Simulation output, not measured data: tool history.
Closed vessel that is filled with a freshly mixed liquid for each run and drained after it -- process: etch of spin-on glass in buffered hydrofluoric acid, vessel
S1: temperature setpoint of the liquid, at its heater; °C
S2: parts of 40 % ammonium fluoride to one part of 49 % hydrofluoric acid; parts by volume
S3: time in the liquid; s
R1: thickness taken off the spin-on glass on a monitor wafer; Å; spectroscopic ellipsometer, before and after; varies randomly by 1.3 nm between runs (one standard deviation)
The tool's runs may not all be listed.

run	day	S1	S2	S3	R1
1	0.000	20.0	9.0	100	2757.3
2	0.112	20.0	11.0	100	2325.4
3	0.492	20.0	11.0	110	2566.9
4	0.612	23.5	11.0	110	3125.5
5	0.879	23.5	9.0	110	3675.5
# day 1.088: thermometer replaced
6	1.088	21.5	10.5	110	3108.9
7	1.133	20.0	11.5	110	2648.2

Predict the results of run 8:
8	1.175	19.0	12.5	110	?

R1: 2300.7 Å
